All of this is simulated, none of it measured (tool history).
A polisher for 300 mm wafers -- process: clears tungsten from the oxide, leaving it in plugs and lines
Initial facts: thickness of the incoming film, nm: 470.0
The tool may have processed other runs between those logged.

run,hour,flow of slurry (ml/min),pressure of the wafer on the pad (kPa),speed of the pad under the wafer (cm/s),abrasive content of the slurry,overpolish time after the end point (s),time until the end point was called (s)
1,0.0,265,28.3,142,1.00,10,59.891
2,3.8,265,28.3,142,1.15,10,57.386
3,6.8,265,29.6,142,1.15,10,54.819
4,14.6,205,29.6,142,1.15,10,57.000
5,21.9,205,29.6,142,1.15,8,56.662
6,29.7,205,31.0,142,1.15,8,53.246
7,32.7,205,32.4,142,1.15,8,51.157
8,39.1,205,33.8,142,1.15,8,49.819

Forecast run 9:
9,45.6,205,33.8,142,1.15,8,?

{"run 9": {"time until the end point was called (s)": 49.218}}

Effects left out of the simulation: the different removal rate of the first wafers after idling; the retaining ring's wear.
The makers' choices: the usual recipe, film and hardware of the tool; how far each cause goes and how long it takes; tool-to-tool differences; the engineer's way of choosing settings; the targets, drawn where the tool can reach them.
